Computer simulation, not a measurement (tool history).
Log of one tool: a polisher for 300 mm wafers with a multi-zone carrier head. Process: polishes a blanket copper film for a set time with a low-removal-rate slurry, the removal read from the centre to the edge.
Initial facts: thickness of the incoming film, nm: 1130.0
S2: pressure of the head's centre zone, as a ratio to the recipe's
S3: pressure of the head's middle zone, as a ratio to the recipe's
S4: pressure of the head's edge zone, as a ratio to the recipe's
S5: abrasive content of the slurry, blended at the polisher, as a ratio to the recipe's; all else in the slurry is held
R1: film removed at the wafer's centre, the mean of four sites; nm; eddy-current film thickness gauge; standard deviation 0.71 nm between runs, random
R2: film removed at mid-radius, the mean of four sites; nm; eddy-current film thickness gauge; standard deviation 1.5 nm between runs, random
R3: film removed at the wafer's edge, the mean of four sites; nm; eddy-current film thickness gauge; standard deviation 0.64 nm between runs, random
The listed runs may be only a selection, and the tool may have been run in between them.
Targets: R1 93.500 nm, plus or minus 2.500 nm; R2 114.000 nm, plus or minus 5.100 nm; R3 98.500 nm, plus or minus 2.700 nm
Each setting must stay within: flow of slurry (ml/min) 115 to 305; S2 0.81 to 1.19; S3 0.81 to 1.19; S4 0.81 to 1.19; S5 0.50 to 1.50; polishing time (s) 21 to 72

run 1 hour=0.0 | flow_of_slurry_(ml/min)=195 S2=1.00 S3=1.00 S4=1.00 S5=1.00 polishing_time_(s)=46 | R1=102.950 R2=112.320 R3=108.940
run 2 hour=6.8 | flow_of_slurry_(ml/min)=190 S2=0.99 S3=1.01 S4=0.98 S5=1.00 polishing_time_(s)=46 | R1=99.911 R2=110.460 R3=107.660
run 3 hour=15.6 | flow_of_slurry_(ml/min)=185 S2=0.99 S3=1.03 S4=0.96 S5=1.00 polishing_time_(s)=46 | R1=100.780 R2=114.860 R3=107.090
run 4 hour=22.5 | flow_of_slurry_(ml/min)=185 S2=0.99 S3=1.03 S4=0.96 S5=1.00 polishing_time_(s)=54 | R1=117.370 R2=135.670 R3=124.960
-- hour=23.6 centre zone pressure recalibrated
run 5 hour=23.6 | flow_of_slurry_(ml/min)=185 S2=0.99 S3=1.03 S4=0.90 S5=1.00 polishing_time_(s)=54 | R1=128.230 R2=133.620 R3=121.200
run 6 hour=29.8 | flow_of_slurry_(ml/min)=230 S2=0.99 S3=1.03 S4=0.90 S5=1.00 polishing_time_(s)=54 | R1=133.920 R2=135.110 R3=126.450
run 7 hour=35.9 | flow_of_slurry_(ml/min)=215 S2=0.97 S3=1.03 S4=0.89 S5=0.95 polishing_time_(s)=54 | R1=128.170 R2=130.890 R3=123.400
run 8 hour=40.5 | flow_of_slurry_(ml/min)=215 S2=0.97 S3=1.03 S4=0.89 S5=0.95 polishing_time_(s)=54 | R1=127.920 R2=133.760 R3=122.610

Next run, 4 choices. One meets every target within its allowed miss, the rest don't. Which?
run A hour=45.1 | flow_of_slurry_(ml/min)=180 S2=0.91 S3=1.05 S4=0.95 S5=0.95 polishing_time_(s)=46 | R1=? R2=? R3=?
run B hour=45.1 | flow_of_slurry_(ml/min)=190 S2=0.95 S3=0.89 S4=0.95 S5=1.10 polishing_time_(s)=44 | R1=? R2=? R3=?
run C hour=45.1 | flow_of_slurry_(ml/min)=190 S2=0.91 S3=1.02 S4=0.87 S5=1.05 polishing_time_(s)=46 | R1=? R2=? R3=?
run D hour=45.1 | flow_of_slurry_(ml/min)=200 S2=0.91 S3=1.10 S4=0.91 S5=0.95 polishing_time_(s)=43 | R1=? R2=? R3=?

move=A R1=97.328 R2=114.210 R3=103.940
move=B R1=101.190 R2=99.567 R3=103.430
move=C R1=100.400 R2=114.990 R3=103.300
move=D R1=92.838 R2=112.910 R3=96.731
A: better than the last run, though not everything is in spec
B: better than the last run, though not everything is in spec
C: better than the last run, though not everything is in spec
D: hits every target within its allowed miss
Answer: D
